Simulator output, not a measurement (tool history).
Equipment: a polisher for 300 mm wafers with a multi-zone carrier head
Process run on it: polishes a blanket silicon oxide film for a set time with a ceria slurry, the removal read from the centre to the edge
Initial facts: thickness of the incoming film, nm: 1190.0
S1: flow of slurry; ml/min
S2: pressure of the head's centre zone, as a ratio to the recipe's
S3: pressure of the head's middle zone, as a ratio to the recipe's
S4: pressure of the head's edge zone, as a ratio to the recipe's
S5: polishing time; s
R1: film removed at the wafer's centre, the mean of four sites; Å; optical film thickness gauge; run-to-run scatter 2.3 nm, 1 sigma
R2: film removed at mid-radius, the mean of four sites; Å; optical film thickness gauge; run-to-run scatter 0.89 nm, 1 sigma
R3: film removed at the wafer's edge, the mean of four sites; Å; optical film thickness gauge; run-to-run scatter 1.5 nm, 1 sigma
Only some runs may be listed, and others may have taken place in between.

Run 1, hour 0.0: S1 230 ml/min, S2 1.00, S3 1.00, S4 1.00, S5 89 s. Result: R1 2891.2 Å, R2 2775.0 Å, R3 2898.0 Å.
Run 2, hour 0.8: S1 220 ml/min, S2 1.00, S3 0.97, S4 0.97, S5 82 s. Result: R1 2549.5 Å, R2 2480.8 Å, R3 2662.8 Å.
Run 3, hour 8.3: S1 225 ml/min, S2 1.03, S3 0.95, S4 0.95, S5 74 s. Result: R1 2413.0 Å, R2 2213.1 Å, R3 2393.5 Å.
Run 4, hour 12.6: S1 225 ml/min, S2 1.04, S3 0.93, S4 0.93, S5 69 s. Result: R1 2242.7 Å, R2 2011.7 Å, R3 2208.1 Å.
Run 5, hour 16.2: S1 220 ml/min, S2 1.05, S3 0.91, S4 0.91, S5 66 s. Result: R1 2144.2 Å, R2 1927.3 Å, R3 2091.3 Å.
Run 6, hour 19.4: S1 215 ml/min, S2 1.06, S3 0.89, S4 0.90, S5 63 s. Result: R1 2113.3 Å, R2 1786.4 Å, R3 2012.9 Å.
Run 7, hour 21.8: S1 210 ml/min, S2 1.06, S3 0.88, S4 0.88, S5 61 s. Result: R1 2018.9 Å, R2 1714.9 Å, R3 1904.5 Å.
Run 8, hour 25.7: S1 200 ml/min, S2 1.06, S3 0.87, S4 0.87, S5 60 s. Result: R1 1934.5 Å, R2 1656.1 Å, R3 1854.0 Å.
Run 9, hour 30.8: S1 190 ml/min, S2 1.07, S3 0.86, S4 0.86, S5 60 s. Result: R1 1937.0 Å, R2 1642.0 Å, R3 1861.9 Å.
Run 10, hour 34.3: S1 190 ml/min, S2 1.07, S3 0.85, S4 0.85, S5 59 s. Result: R1 1922.6 Å, R2 1607.8 Å, R3 1801.2 Å.
Run 11, hour 43.2: S1 185 ml/min, S2 1.07, S3 0.84, S4 0.84, S5 58 s. Result: R1 1865.5 Å, R2 1566.0 Å, R3 1784.7 Å.
Run 12, hour 48.4: S1 185 ml/min, S2 1.07, S3 0.84, S4 0.84, S5 58 s. Result: R1 1824.4 Å, R2 1542.7 Å, R3 1775.0 Å.
Run 13, hour 51.8: S1 185 ml/min, S2 1.08, S3 0.84, S4 0.83, S5 57 s. Result: R1 1843.9 Å, R2 1534.0 Å, R3 1701.7 Å.
Run 14, hour 55.7: S1 180 ml/min, S2 1.08, S3 0.83, S4 0.83, S5 57 s. Result: R1 1819.3 Å, R2 1501.4 Å, R3 1736.4 Å.

Predict the results of run 15:
Run 15, hour 60.6: S1 180 ml/min, S2 1.09, S3 0.83, S4 0.83, S5 57 s. Result: R1 ?, R2 ?, R3 ?.

Run 15 came out at R1 1851.2 Å, R2 1514.4 Å, R3 1730.6 Å.
